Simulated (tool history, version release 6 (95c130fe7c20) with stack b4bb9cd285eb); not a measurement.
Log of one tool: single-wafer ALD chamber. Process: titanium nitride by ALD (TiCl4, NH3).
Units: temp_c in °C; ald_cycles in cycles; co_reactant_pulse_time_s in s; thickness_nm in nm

run    day  temp_c  ald_cycles  co_reactant_pulse_time_s  thickness_nm
  1      0     385          81                      2.32         1.745
  2  0.029     390          81                      2.32        1.7545
  3  0.367     390          84                      2.32        1.8175
  4  0.458     399          84                      2.32        1.8257
  5  0.617     399          84                      1.97        1.8333
  6    0.8     392          83                      2.28        1.7945
  7  0.954     387          83                      2.03        1.7888

The next listed run, before its measurement:
  8  1.025     387          83                      2.03             ?

Run 8 gave thickness_nm 1.7786 nm.
